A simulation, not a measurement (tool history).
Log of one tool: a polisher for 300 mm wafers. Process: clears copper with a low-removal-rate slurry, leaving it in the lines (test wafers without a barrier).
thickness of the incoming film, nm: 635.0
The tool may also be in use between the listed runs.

| run | hour | flow of slurry (ml/min) | pressure of the wafer on the pad (psi) | speed of the pad under the wafer (m/s) | abrasive content of the slurry | overpolish time after the end point (s) | time until the end point was called (s) | dishing of a wide line in a test structure (angstrom) |
|---|---|---|---|---|---|---|---|---|
| 1 | 0.0 | 130 | 3.1 | 1.40 | 1.0 | 26 | 143.36 | 620.14 |
| 2 | 4.5 | 130 | 3.1 | 1.40 | 0.8 | 26 | 154.85 | 587.79 |
| 3 | 9.0 | 130 | 3.1 | 1.56 | 0.8 | 26 | 139.25 | 634.74 |
| 4 | 13.0 | 130 | 3.1 | 1.56 | 0.8 | 34 | 140.89 | 750.95 |
| 5 | 21.9 | 130 | 3.1 | 1.36 | 0.8 | 34 | 155.58 | 704.87 |
| 6 | 26.0 | 130 | 3.1 | 1.48 | 0.8 | 34 | 146.43 | 719.86 |
| 7 | 31.6 | 130 | 2.9 | 1.48 | 0.8 | 34 | 153.25 | 716.31 |
| 8 | 34.5 | 130 | 2.6 | 1.46 | 0.8 | 33 | 173.18 | 639.51 |

Run 9 comes next. What will it give?
| 9 | 43.0 | 130 | 2.4 | 1.46 | 0.8 | 32 | ? | ? |

{"run 9": {"time until the end point was called (s)": 185.82, "dishing of a wide line in a test structure (angstrom)": 614.62}}
